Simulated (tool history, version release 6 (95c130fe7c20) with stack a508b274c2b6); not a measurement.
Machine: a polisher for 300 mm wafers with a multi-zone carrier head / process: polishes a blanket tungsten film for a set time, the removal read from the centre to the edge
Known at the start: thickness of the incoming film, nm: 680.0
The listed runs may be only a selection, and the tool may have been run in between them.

| run | hour | flow of slurry (ml/min) | pressure of the head's centre zone | pressure of the head's middle zone | pressure of the head's edge zone | abrasive content of the slurry | polishing time (s) | film removed at the wafer's centre (Å) | film removed at mid-radius (Å) | film removed at the wafer's edge (Å) |
|---|---|---|---|---|---|---|---|---|---|---|
| 1 | 0.0 | 195 | 1.00 | 1.00 | 1.00 | 1.00 | 52 | 2053.8 | 2026.8 | 2023.3 |
| 2 | 8.7 | 195 | 1.00 | 1.00 | 0.95 | 1.00 | 52 | 2108.5 | 2037.3 | 2005.5 |
| 3 | 15.1 | 185 | 1.00 | 0.97 | 0.95 | 1.00 | 52 | 2025.8 | 1976.0 | 1944.9 |
| 4 | 17.9 | 185 | 1.00 | 1.01 | 0.95 | 1.00 | 52 | 2014.4 | 2037.7 | 1948.9 |
| 5 | 21.9 | 185 | 1.04 | 1.01 | 0.95 | 1.00 | 52 | 2081.3 | 2032.5 | 1992.8 |
| 6 | 27.5 | 175 | 1.05 | 0.98 | 0.97 | 1.00 | 52 | 2065.4 | 1979.8 | 2051.1 |
| 7 | 33.1 | 175 | 1.05 | 0.95 | 0.96 | 0.95 | 52 | 2063.1 | 1876.3 | 1918.5 |
| 8 | 34.0 | 165 | 1.05 | 0.93 | 0.98 | 0.95 | 52 | 2065.1 | 1815.8 | 1940.7 |
| 9 | 36.3 | 155 | 1.04 | 0.92 | 0.99 | 0.95 | 52 | 2025.0 | 1781.5 | 1931.5 |

Run 10, settings as shown, results not yet in. Your forecast:
| 10 | 44.6 | 150 | 1.04 | 0.91 | 1.00 | 0.95 | 52 | ? | ? | ? |

film removed at the wafer's centre (Å): 1936.3
film removed at mid-radius (Å): 1742.7
film removed at the wafer's edge (Å): 1953.8
